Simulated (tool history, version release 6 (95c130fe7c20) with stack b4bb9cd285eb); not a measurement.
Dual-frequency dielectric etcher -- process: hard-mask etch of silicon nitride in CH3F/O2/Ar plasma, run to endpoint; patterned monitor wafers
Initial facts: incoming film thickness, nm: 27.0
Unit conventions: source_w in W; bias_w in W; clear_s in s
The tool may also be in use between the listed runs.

run	day	source_w	bias_w	clear_s
1	0	410	97	34.655
2	0.308	420	99	33.866
3	0.454	420	111	33.29
4	0.475	430	112	32.393
5	0.542	440	113	32.147
6	0.754	450	114	32.476
7	0.996	460	117	31.846

What does the tool deliver on the next run?
8	1.042	470	118	?

clear_s: 31.757 s
